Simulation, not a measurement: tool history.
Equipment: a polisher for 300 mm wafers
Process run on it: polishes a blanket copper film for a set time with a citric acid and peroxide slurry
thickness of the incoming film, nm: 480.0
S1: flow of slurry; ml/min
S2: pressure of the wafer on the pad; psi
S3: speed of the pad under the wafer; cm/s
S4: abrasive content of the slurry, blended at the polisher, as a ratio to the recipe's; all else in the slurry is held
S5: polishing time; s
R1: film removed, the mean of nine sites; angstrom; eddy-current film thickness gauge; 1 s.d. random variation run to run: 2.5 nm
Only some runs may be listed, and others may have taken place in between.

run  hour   S1   S2   S3  S4  S5      R1
  1     0  220  2.9  112   1  40  1156.6
  2   6.8  220  3.2  112   1  40  1259.2
  3  11.5  220  3.2  112   1  36  1121.1
  4  20.6  175  3.2  112   1  36  1092.9
  5  25.8  175  3.2  112   1  40  1210.5
  6  29.3  175  3.6  114   1  40    1405

Estimate the outcome of run 7 from the log above:
  7  31.3  175  3.8  114   1  40   ?

{"run 7": {"R1": 1427.8}}
